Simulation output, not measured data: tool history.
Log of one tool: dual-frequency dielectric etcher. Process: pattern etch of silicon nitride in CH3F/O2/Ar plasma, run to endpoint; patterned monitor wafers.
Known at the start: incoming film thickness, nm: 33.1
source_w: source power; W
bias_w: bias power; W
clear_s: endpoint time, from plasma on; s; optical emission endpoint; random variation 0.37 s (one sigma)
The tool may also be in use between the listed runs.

{"run": 1, "hour": 0.0, "source_w": 310, "bias_w": 56, "clear_s": 58.469}
{"run": 2, "hour": 2.5, "source_w": 350, "bias_w": 56, "clear_s": 55.16}
{"run": 3, "hour": 8.3, "source_w": 330, "bias_w": 55, "clear_s": 57.211}
{"run": 4, "hour": 11.5, "source_w": 290, "bias_w": 55, "clear_s": 59.641}
{"run": 5, "hour": 12.6, "source_w": 330, "bias_w": 55, "clear_s": 56.502}
{"run": 6, "hour": 21.4, "source_w": 310, "bias_w": 54, "clear_s": 59.019}
{"run": 7, "hour": 29.8, "source_w": 290, "bias_w": 53, "clear_s": 60.714}
{"run": 8, "hour": 35.8, "source_w": 280, "bias_w": 52, "clear_s": 61.744}
{"run": 9, "hour": 38.2, "source_w": 270, "bias_w": 51, "clear_s": 63.895}
{"run": 10, "hour": 45.9, "source_w": 260, "bias_w": 51, "clear_s": 64.487}

Forecast run 11:
{"run": 11, "hour": 47.7, "source_w": 250, "bias_w": 51, "clear_s": "?"}

Run 11 gave clear_s 65.017 s.

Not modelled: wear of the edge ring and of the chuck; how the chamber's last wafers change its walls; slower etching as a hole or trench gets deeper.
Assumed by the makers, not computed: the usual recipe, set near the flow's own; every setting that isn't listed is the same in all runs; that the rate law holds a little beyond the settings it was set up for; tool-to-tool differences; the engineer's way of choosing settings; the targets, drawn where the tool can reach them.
